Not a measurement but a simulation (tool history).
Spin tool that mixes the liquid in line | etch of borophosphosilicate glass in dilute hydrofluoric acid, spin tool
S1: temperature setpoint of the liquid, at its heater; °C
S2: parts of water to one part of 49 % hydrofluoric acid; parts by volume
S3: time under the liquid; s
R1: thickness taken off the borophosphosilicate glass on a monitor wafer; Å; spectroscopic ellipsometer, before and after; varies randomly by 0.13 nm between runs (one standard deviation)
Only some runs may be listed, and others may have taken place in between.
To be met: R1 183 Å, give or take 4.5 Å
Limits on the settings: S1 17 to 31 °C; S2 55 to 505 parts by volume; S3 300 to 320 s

run	hour	S1	S2	S3	R1
1	0	23	280	300	341
2	7.2	23	315	300	292.51
3	14.8	23	315	320	313.04
4	17.4	22	330	320	282.8
5	21.8	23.5	330	320	298.15
6	22.9	23.5	415	320	220.88
7	27.9	22.5	415	320	212.79
8	33.1	21.5	415	320	205.98
9	35.8	17.5	420	320	175.45

Of the 5 settings listed for the next run, only one would bring every result within its allowed miss of target. Which one?
A	38.5	17.5	425	305	?
B	38.5	22	445	305	?
C	38.5	18	445	320	?
D	38.5	17	425	310	?
E	38.5	18	420	300	?

move	R1
A	166.58
B	182.63
C	167.28
D	166.32
E	169.41
A: the biggest miss grows against the last run
B: in spec on every target
C: the biggest miss grows against the last run
D: the biggest miss grows against the last run
E: the biggest miss grows against the last run
The move that meets every target is B.
